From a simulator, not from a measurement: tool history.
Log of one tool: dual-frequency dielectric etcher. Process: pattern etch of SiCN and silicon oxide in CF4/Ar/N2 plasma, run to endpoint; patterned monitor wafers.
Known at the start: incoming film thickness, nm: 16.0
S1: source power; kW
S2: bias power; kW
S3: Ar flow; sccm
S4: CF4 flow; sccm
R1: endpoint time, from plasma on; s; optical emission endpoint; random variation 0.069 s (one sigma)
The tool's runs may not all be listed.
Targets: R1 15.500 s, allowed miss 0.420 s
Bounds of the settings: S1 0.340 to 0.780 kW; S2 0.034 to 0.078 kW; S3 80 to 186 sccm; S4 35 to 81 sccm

run,hour,S1,S2,S3,S4,R1
1,0.0,0.560,0.056,133,58,17.282
2,1.3,0.560,0.056,133,48,17.639
3,8.4,0.570,0.056,133,48,17.596
4,14.5,0.570,0.056,133,42,17.766
# hour 16.6: source power generator calibrated
5,16.6,0.580,0.056,133,42,18.245
6,18.7,0.600,0.056,133,42,17.842
7,20.5,0.610,0.057,132,42,17.557
8,26.9,0.700,0.058,131,42,15.868

Which of these 4 next moves meets every target?
A,33.3,0.720,0.056,146,37,?
B,33.3,0.680,0.058,144,40,?
C,33.3,0.720,0.056,145,50,?
D,33.3,0.710,0.055,129,36,?

move,R1
A,16.471
B,16.688
C,15.661
D,16.466
A: further off than the last run
B: further off than the last run
C: meets every target
D: further off than the last run
Answer: C
